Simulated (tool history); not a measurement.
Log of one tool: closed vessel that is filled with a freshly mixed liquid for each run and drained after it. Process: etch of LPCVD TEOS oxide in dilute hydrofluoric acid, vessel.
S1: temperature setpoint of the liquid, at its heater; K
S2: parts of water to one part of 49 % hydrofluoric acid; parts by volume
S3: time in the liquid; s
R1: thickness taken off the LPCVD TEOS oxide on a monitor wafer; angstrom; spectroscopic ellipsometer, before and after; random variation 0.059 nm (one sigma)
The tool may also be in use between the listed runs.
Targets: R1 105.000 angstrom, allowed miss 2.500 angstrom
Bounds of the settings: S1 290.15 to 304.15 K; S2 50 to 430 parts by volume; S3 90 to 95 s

run	hour	S1	S2	S3	R1
1	0.0	296.15	240	90	148.670
2	1.8	294.15	250	90	130.730
3	7.4	291.65	250	90	118.900
4	13.4	291.65	250	95	125.590
5	22.2	291.15	260	95	116.680
6	27.0	291.15	260	95	115.770
7	30.5	290.65	265	95	111.880
8	36.0	290.65	270	95	108.900

5 next moves are on the table. One of them brings every result within its allowed miss. Which?
A	41.5	293.65	280	90	?
B	41.5	291.65	270	95	?
C	41.5	291.15	285	95	?
D	41.5	290.65	265	95	?
E	41.5	292.15	290	90	?

move	R1
A	110.360
B	113.160
C	103.830
D	111.480
E	99.916
A: further off than the last run
B: further off than the last run
C: meets every target
D: further off than the last run
E: takes the result that was furthest off past its target
Answer: C
